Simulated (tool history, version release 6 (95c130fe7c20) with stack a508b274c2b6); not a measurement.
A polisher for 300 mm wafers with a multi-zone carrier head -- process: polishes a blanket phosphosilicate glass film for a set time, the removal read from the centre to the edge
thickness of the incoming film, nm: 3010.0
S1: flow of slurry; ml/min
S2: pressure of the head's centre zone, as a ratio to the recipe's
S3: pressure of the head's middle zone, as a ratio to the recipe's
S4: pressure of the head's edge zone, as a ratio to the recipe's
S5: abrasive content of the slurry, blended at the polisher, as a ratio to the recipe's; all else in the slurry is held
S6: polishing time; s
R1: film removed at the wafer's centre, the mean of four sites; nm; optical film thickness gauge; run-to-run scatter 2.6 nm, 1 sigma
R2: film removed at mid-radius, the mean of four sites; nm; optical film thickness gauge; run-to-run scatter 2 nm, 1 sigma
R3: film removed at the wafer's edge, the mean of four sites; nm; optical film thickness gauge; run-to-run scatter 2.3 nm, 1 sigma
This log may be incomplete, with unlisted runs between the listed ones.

run,day,S1,S2,S3,S4,S5,S6,R1,R2,R3
1,0.000,170,1.00,1.00,1.00,1.00,40,222.58,226.82,235.76
2,0.308,170,1.00,1.00,0.94,1.00,40,226.90,229.42,230.49
3,0.583,185,1.02,1.01,1.01,1.15,40,248.62,247.94,257.74
4,0.746,200,1.03,1.03,1.06,1.25,40,261.70,265.59,270.85
5,0.850,200,1.07,1.03,1.06,1.25,40,272.10,267.46,274.38
6,1.212,175,1.07,1.03,1.06,1.25,40,260.50,256.67,267.12
7,1.529,195,1.06,1.03,1.10,1.35,40,275.34,268.82,287.04
8,1.654,210,1.05,1.04,1.13,1.40,40,280.92,278.80,298.35
9,1.850,220,1.05,1.05,1.15,1.45,40,287.25,294.22,309.45
10,1.996,230,1.05,1.05,1.16,1.45,40,290.94,295.05,309.60
11,2.329,235,1.05,1.05,1.17,1.45,40,294.18,296.12,312.91

Run 12 comes next. What will it give?
12,2.662,240,1.05,1.05,1.18,1.45,40,?,?,?

R1: 295.59 nm
R2: 294.21 nm
R3: 315.16 nm
